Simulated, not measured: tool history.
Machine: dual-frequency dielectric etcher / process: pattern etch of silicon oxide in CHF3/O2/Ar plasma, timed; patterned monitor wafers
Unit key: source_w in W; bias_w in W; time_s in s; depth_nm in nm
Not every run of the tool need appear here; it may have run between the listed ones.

run  hour  source_w  bias_w  time_s  depth_nm
  1   0.0       710     229     445    961.11
  2   8.9       650     214     445    890.68
  3  17.6       650     236     445    936.11
  4  25.2       650     257     445    960.09
  5  33.1       650     257     466   1006.20
  6  41.3       650     257     445    961.85

Expected results for the next run?
  7  46.9       600     243     445         ?

Run 7 gave depth_nm 908.29 nm.
